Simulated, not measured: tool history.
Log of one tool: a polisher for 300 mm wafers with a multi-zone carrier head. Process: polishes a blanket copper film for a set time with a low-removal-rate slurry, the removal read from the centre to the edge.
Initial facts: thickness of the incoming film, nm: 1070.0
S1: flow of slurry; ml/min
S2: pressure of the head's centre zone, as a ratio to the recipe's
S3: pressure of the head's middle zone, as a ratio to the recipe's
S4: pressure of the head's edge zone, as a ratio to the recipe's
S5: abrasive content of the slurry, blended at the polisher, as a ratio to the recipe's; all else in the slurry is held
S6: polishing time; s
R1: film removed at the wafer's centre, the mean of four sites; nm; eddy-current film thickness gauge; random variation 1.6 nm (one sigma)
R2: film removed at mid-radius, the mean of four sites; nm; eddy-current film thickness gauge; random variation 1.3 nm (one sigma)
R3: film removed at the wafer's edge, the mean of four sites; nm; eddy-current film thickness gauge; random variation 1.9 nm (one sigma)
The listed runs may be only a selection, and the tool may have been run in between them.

run,day,S1,S2,S3,S4,S5,S6,R1,R2,R3
1,0.000,280,1.00,1.00,1.00,1.00,68,144.94,146.16,145.03
2,0.325,290,1.01,1.02,1.04,1.05,68,150.58,148.68,145.14
3,0.479,290,1.01,1.02,1.04,0.90,68,146.83,146.57,142.80
4,0.571,290,1.01,1.02,1.04,0.80,68,144.65,143.18,140.42
5,0.938,290,1.01,1.02,1.04,1.00,68,148.35,147.69,147.61
6,1.096,290,1.01,1.02,1.04,1.00,81,176.18,177.80,176.09
7,1.225,285,1.00,1.01,1.03,0.95,81,174.50,171.93,177.42

Run 8, settings as shown, results not yet in. Your forecast:
8,1.554,280,0.99,1.02,1.02,0.90,81,?,?,?

{"run 8": {"R1": 169.47, "R2": 171.96, "R3": 171.14}}

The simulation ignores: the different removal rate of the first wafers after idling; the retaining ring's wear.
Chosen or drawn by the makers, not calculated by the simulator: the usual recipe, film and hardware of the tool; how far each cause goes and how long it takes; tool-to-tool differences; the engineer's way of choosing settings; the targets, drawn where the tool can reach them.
